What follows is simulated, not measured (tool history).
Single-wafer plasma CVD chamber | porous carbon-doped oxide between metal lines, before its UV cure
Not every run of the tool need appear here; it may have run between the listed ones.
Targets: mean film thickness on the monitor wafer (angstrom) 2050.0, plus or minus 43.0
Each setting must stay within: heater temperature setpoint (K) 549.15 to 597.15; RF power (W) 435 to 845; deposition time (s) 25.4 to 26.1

| run | hour | heater temperature setpoint (K) | RF power (W) | deposition time (s) | mean film thickness on the monitor wafer (angstrom) |
|---|---|---|---|---|---|
| 1 | 0.0 | 573.15 | 640 | 25.4 | 1774.1 |
| 2 | 8.6 | 573.15 | 640 | 25.4 | 1768.3 |
| 3 | 13.9 | 568.15 | 650 | 25.4 | 1829.5 |
| 4 | 15.4 | 565.15 | 665 | 25.4 | 1883.5 |
| 5 | 20.3 | 565.15 | 665 | 26.1 | 1939.5 |
| 6 | 21.3 | 565.15 | 625 | 26.1 | 1877.9 |
| 7 | 27.5 | 565.15 | 625 | 26.1 | 1872.4 |
| 8 | 29.3 | 562.15 | 635 | 26.1 | 1919.3 |

Next run, 5 choices. One meets every target within its allowed miss, the rest don't. Which?
| A | 31.1 | 567.15 | 605 | 25.4 | ? |
| B | 31.1 | 556.15 | 665 | 26.1 | ? |
| C | 31.1 | 574.15 | 655 | 26.1 | ? |
| D | 31.1 | 560.15 | 625 | 25.4 | ? |
| E | 31.1 | 561.15 | 610 | 25.4 | ? |

| move | mean film thickness on the monitor wafer (angstrom) |
|---|---|
| A | 1773.6 |
| B | 2030.2 |
| C | 1833.1 |
| D | 1872.0 |
| E | 1838.1 |
A: further off than the last run
B: hits every target within its allowed miss
C: further off than the last run
D: further off than the last run
E: further off than the last run
So the answer is move B, the one that meets all the targets.
